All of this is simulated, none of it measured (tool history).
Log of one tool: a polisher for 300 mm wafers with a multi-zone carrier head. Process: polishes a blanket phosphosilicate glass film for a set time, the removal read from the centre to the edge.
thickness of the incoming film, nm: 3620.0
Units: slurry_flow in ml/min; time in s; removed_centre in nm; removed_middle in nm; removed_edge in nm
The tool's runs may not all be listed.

run	hour	slurry_flow	centre_zone	middle_zone	edge_zone	slurry_solids	time	removed_centre	removed_middle	removed_edge
1	0.0	125	1.00	1.00	1.00	1.00	67	574.52	560.25	563.83
2	8.4	155	1.00	1.00	1.00	1.00	67	606.66	584.39	600.03
3	15.3	145	0.98	0.98	0.98	0.95	67	564.85	553.32	572.10
4	17.2	145	0.98	0.98	0.98	0.95	75	647.67	630.57	644.05
5	19.1	135	0.97	0.97	0.96	0.90	73	594.15	578.78	606.72
6	20.3	130	0.97	0.97	0.95	0.85	71	555.09	549.85	549.42
7	27.0	125	0.96	0.95	0.94	0.80	70	515.18	502.64	533.16
8	33.1	120	0.95	0.95	0.93	0.75	69	491.14	479.03	501.89
9	41.5	115	0.94	0.95	0.92	0.70	68	455.19	457.23	476.20
10	49.0	110	0.93	0.94	0.91	0.65	67	422.63	424.99	444.79

Run 11 comes next. What will it give?
# hour 52.2: worn pad replaced by a new one
11	52.2	105	0.92	0.94	0.90	0.65	67	?	?	?

Run 11 gave removed_centre 441.79 nm, removed_middle 450.78 nm, removed_edge 469.17 nm.
